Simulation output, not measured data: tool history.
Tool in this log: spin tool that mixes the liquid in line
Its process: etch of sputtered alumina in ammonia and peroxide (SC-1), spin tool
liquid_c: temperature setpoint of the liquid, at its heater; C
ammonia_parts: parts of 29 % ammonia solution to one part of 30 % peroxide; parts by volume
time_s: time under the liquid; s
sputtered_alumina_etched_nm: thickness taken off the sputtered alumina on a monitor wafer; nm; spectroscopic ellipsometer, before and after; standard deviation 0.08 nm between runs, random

run 1 day=0.000 | liquid_c=58.0 ammonia_parts=0.85 time_s=310 | sputtered_alumina_etched_nm=24.729
run 2 day=0.271 | liquid_c=55.0 ammonia_parts=0.85 time_s=310 | sputtered_alumina_etched_nm=21.191
run 3 day=0.471 | liquid_c=55.0 ammonia_parts=0.85 time_s=330 | sputtered_alumina_etched_nm=22.489
run 4 day=0.812 | liquid_c=52.5 ammonia_parts=0.85 time_s=330 | sputtered_alumina_etched_nm=19.900
run 5 day=1.188 | liquid_c=51.0 ammonia_parts=0.85 time_s=330 | sputtered_alumina_etched_nm=18.316
run 6 day=1.371 | liquid_c=51.0 ammonia_parts=0.85 time_s=330 | sputtered_alumina_etched_nm=18.157
run 7 day=1.746 | liquid_c=50.0 ammonia_parts=0.85 time_s=330 | sputtered_alumina_etched_nm=17.315
run 8 day=2.004 | liquid_c=49.0 ammonia_parts=0.85 time_s=330 | sputtered_alumina_etched_nm=16.420

Forecast run 9:
run 9 day=2.183 | liquid_c=48.5 ammonia_parts=0.85 time_s=330 | sputtered_alumina_etched_nm=?

sputtered_alumina_etched_nm: 16.031 nm
